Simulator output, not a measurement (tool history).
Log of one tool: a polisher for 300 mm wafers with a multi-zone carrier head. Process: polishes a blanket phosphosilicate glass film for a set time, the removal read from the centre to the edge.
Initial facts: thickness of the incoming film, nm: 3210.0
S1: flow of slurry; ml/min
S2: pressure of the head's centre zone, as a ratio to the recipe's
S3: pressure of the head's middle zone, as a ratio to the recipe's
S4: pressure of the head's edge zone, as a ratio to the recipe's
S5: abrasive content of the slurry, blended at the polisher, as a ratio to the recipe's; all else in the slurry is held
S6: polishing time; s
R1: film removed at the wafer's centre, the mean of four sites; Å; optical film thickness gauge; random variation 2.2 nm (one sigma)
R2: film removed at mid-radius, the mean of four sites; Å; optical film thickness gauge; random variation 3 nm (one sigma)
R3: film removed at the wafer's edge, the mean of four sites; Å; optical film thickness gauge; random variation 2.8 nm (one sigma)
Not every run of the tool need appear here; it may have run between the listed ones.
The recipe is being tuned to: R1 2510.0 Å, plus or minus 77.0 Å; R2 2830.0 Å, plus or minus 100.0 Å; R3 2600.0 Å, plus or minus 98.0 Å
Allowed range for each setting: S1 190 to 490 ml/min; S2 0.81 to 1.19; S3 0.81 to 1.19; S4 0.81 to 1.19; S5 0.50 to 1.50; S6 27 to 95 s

Run 1, hour 0.0: S1 315 ml/min, S2 1.00, S3 1.00, S4 1.00, S5 1.00, S6 61 s. Result: R1 4042.8 Å, R2 4035.8 Å, R3 3954.0 Å.
Run 2, hour 5.4: S1 315 ml/min, S2 1.00, S3 1.00, S4 1.00, S5 1.00, S6 72 s. Result: R1 4742.5 Å, R2 4709.2 Å, R3 4719.5 Å.
Run 3, hour 8.8: S1 315 ml/min, S2 1.00, S3 1.00, S4 1.06, S5 1.00, S6 72 s. Result: R1 4706.4 Å, R2 4659.7 Å, R3 4791.8 Å.
Run 4, hour 11.8: S1 320 ml/min, S2 0.98, S3 1.01, S4 1.03, S5 0.90, S6 67 s. Result: R1 4228.9 Å, R2 4366.6 Å, R3 4361.4 Å.
Run 5, hour 20.1: S1 315 ml/min, S2 0.97, S3 1.01, S4 1.00, S5 0.80, S6 61 s. Result: R1 3649.5 Å, R2 3764.2 Å, R3 3677.8 Å.
Run 6, hour 25.1: S1 315 ml/min, S2 0.97, S3 1.01, S4 1.07, S5 0.80, S6 61 s. Result: R1 3676.8 Å, R2 3775.6 Å, R3 3839.4 Å.
Run 7, hour 26.3: S1 310 ml/min, S2 0.95, S3 1.01, S4 1.03, S5 0.75, S6 58 s. Result: R1 3347.5 Å, R2 3517.6 Å, R3 3576.5 Å.
Run 8, hour 35.2: S1 320 ml/min, S2 0.94, S3 1.02, S4 1.00, S5 0.70, S6 55 s. Result: R1 3147.8 Å, R2 3339.2 Å, R3 3156.5 Å.
Run 9, hour 39.8: S1 315 ml/min, S2 0.91, S3 1.01, S4 0.97, S5 0.65, S6 55 s. Result: R1 2970.9 Å, R2 3246.4 Å, R3 3075.8 Å.
Run 10, hour 42.0: S1 315 ml/min, S2 0.89, S3 1.00, S4 0.95, S5 0.60, S6 54 s. Result: R1 2838.5 Å, R2 3043.3 Å, R3 3022.1 Å.
Run 11, hour 49.1: S1 300 ml/min, S2 0.91, S3 1.09, S4 0.92, S5 0.50, S6 47 s. Result: R1 2343.3 Å, R2 2715.6 Å, R3 2436.0 Å.

Pick the move, out of 5, that brings all results within their allowed miss; only one does.
Run A, hour 56.2: S1 270 ml/min, S2 0.85, S3 0.95, S4 1.06, S5 0.55, S6 51 s. Result: R1 ?, R2 ?, R3 ?.
Run B, hour 56.2: S1 425 ml/min, S2 1.03, S3 1.19, S4 0.81, S5 0.50, S6 45 s. Result: R1 ?, R2 ?, R3 ?.
Run C, hour 56.2: S1 195 ml/min, S2 0.93, S3 1.09, S4 0.96, S5 0.65, S6 48 s. Result: R1 ?, R2 ?, R3 ?.
Run D, hour 56.2: S1 280 ml/min, S2 0.84, S3 1.11, S4 1.02, S5 0.60, S6 46 s. Result: R1 ?, R2 ?, R3 ?.
Run E, hour 56.2: S1 310 ml/min, S2 1.00, S3 1.04, S4 0.90, S5 0.50, S6 51 s. Result: R1 ?, R2 ?, R3 ?.

move      R1      R2      R3
   A  2462.1  2658.7  2835.2
   B  2493.1  2877.5  2208.0
   C  2457.1  2831.6  2582.6
   D  2270.4  2813.3  2571.9
   E  2694.6  2833.9  2578.7
A: the worst result of the last run now meets its target, but another is out of spec
B: the worst result of the last run now meets its target, but another is out of spec
C: each result inside its tolerance
D: moves away from the targets compared with the last run
E: takes the biggest miss from the last run beyond its target
So the answer is move C, the one that meets all the targets.
